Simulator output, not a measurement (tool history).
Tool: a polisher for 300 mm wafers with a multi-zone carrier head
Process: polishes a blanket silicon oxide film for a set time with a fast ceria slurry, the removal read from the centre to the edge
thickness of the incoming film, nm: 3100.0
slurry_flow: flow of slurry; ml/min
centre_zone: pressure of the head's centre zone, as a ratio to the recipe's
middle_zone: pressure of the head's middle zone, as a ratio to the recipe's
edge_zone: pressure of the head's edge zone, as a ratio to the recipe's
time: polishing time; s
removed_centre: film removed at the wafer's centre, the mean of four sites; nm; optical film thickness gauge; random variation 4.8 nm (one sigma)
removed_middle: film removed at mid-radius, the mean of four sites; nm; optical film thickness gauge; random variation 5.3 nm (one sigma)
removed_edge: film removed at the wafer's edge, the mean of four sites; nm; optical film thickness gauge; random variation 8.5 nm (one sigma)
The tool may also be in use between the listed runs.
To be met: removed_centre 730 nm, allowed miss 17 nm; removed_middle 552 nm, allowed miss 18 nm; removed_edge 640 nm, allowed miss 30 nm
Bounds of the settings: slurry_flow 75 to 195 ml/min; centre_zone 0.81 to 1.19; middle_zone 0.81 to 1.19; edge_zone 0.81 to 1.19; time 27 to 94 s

Run 1, day 0: slurry_flow 125 ml/min, centre_zone 1, middle_zone 1, edge_zone 1, time 60 s. Result: removed_centre 835.82 nm, removed_middle 829.51 nm, removed_edge 834.79 nm.
Run 2, day 0.079: slurry_flow 125 ml/min, centre_zone 1, middle_zone 0.95, edge_zone 1, time 60 s. Result: removed_centre 833.75 nm, removed_middle 789.55 nm, removed_edge 846.18 nm.
Run 3, day 0.117: slurry_flow 125 ml/min, centre_zone 1, middle_zone 0.95, edge_zone 1.08, time 60 s. Result: removed_centre 838.71 nm, removed_middle 804.6 nm, removed_edge 892.29 nm.
Run 4, day 0.45: slurry_flow 145 ml/min, centre_zone 1, middle_zone 0.95, edge_zone 1.08, time 60 s. Result: removed_centre 865.78 nm, removed_middle 823.43 nm, removed_edge 914.42 nm.
Run 5, day 0.804: slurry_flow 135 ml/min, centre_zone 1.02, middle_zone 0.91, edge_zone 1.02, time 57 s. Result: removed_centre 827.52 nm, removed_middle 727.37 nm, removed_edge 821.07 nm.
Run 6, day 0.9: slurry_flow 125 ml/min, centre_zone 1.03, middle_zone 0.88, edge_zone 0.97, time 56 s. Result: removed_centre 791.06 nm, removed_middle 690.13 nm, removed_edge 791.02 nm.
Run 7, day 1.121: slurry_flow 120 ml/min, centre_zone 1.06, middle_zone 0.86, edge_zone 0.93, time 54 s. Result: removed_centre 784.35 nm, removed_middle 650.36 nm, removed_edge 742.17 nm.
Run 8, day 1.358: slurry_flow 115 ml/min, centre_zone 1.08, middle_zone 0.85, edge_zone 0.91, time 53 s. Result: removed_centre 788.34 nm, removed_middle 636.85 nm, removed_edge 702.69 nm.
Run 9, day 1.579: slurry_flow 110 ml/min, centre_zone 1.09, middle_zone 0.84, edge_zone 0.92, time 52 s. Result: removed_centre 767.6 nm, removed_middle 605.18 nm, removed_edge 694.76 nm.
Run 10, day 1.617: slurry_flow 105 ml/min, centre_zone 1.1, middle_zone 0.83, edge_zone 0.91, time 52 s. Result: removed_centre 769.98 nm, removed_middle 588.96 nm, removed_edge 687.52 nm.
Run 11, day 1.858: slurry_flow 100 ml/min, centre_zone 1.1, middle_zone 0.83, edge_zone 0.9, time 52 s. Result: removed_centre 758.19 nm, removed_middle 585.07 nm, removed_edge 684.51 nm.

4 next moves are on the table. One of them brings every result within its allowed miss. Which?
Run A, day 2.1: slurry_flow 105 ml/min, centre_zone 1.1, middle_zone 0.87, edge_zone 0.86, time 50 s. Result: removed_centre ?, removed_middle ?, removed_edge ?.
Run B, day 2.1: slurry_flow 115 ml/min, centre_zone 1.11, middle_zone 0.88, edge_zone 0.85, time 45 s. Result: removed_centre ?, removed_middle ?, removed_edge ?.
Run C, day 2.1: slurry_flow 100 ml/min, centre_zone 1.1, middle_zone 0.81, edge_zone 0.84, time 50 s. Result: removed_centre ?, removed_middle ?, removed_edge ?.
Run D, day 2.1: slurry_flow 90 ml/min, centre_zone 1.13, middle_zone 0.85, edge_zone 0.92, time 55 s. Result: removed_centre ?, removed_middle ?, removed_edge ?.

move  removed_centre  removed_middle  removed_edge
   A          736.03          587.46         630.4
   B          683.53          544.26        571.99
   C          726.49          547.99        619.66
   D          797.51          611.42        698.04
A: further off than the last run
B: brings the result that was furthest off to its target, and leaves another outside
C: meets every target
D: further off than the last run
Answer: C
